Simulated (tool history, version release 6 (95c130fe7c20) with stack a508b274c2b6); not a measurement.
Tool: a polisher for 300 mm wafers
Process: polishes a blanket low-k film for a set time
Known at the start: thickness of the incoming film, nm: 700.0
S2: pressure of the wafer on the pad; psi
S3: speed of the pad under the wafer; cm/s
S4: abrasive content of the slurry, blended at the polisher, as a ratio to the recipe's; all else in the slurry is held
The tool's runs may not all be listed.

run 1 day=0 | flow_of_slurry_(ml/min)=125 S2=1.9 S3=80 S4=1 polishing_time_(s)=110 | film_removed_(Å)=383.38
run 2 day=0.362 | flow_of_slurry_(ml/min)=125 S2=1.9 S3=80 S4=1.15 polishing_time_(s)=110 | film_removed_(Å)=413.59
run 3 day=0.612 | flow_of_slurry_(ml/min)=120 S2=1.8 S3=80 S4=1.15 polishing_time_(s)=110 | film_removed_(Å)=382.82
run 4 day=0.658 | flow_of_slurry_(ml/min)=120 S2=1.8 S3=80 S4=1.05 polishing_time_(s)=110 | film_removed_(Å)=369.22
run 5 day=0.925 | flow_of_slurry_(ml/min)=120 S2=1.8 S3=80 S4=1.05 polishing_time_(s)=116 | film_removed_(Å)=394.52
run 6 day=1.188 | flow_of_slurry_(ml/min)=120 S2=2.2 S3=80 S4=1.05 polishing_time_(s)=116 | film_removed_(Å)=474.02
run 7 day=1.279 | flow_of_slurry_(ml/min)=115 S2=2 S3=80 S4=1.05 polishing_time_(s)=116 | film_removed_(Å)=428.35
run 8 day=1.483 | flow_of_slurry_(ml/min)=110 S2=1.9 S3=80 S4=1.05 polishing_time_(s)=116 | film_removed_(Å)=403.04
run 9 day=1.762 | flow_of_slurry_(ml/min)=110 S2=1.9 S3=80 S4=1.05 polishing_time_(s)=116 | film_removed_(Å)=399.73
run 10 day=2.004 | flow_of_slurry_(ml/min)=110 S2=1.9 S3=80 S4=1.05 polishing_time_(s)=116 | film_removed_(Å)=406.34
run 11 day=2.088 | flow_of_slurry_(ml/min)=105 S2=1.8 S3=80 S4=1.05 polishing_time_(s)=116 | film_removed_(Å)=377.76
run 12 day=2.283 | flow_of_slurry_(ml/min)=100 S2=1.8 S3=80 S4=1.05 polishing_time_(s)=116 | film_removed_(Å)=369.58
run 13 day=2.629 | flow_of_slurry_(ml/min)=95 S2=1.8 S3=80 S4=1.05 polishing_time_(s)=116 | film_removed_(Å)=369.64
run 14 day=2.783 | flow_of_slurry_(ml/min)=90 S2=1.8 S3=80 S4=1.05 polishing_time_(s)=116 | film_removed_(Å)=357.02

Forecast run 15:
run 15 day=2.967 | flow_of_slurry_(ml/min)=85 S2=1.8 S3=80 S4=1.05 polishing_time_(s)=116 | film_removed_(Å)=?

film removed (Å): 354.43
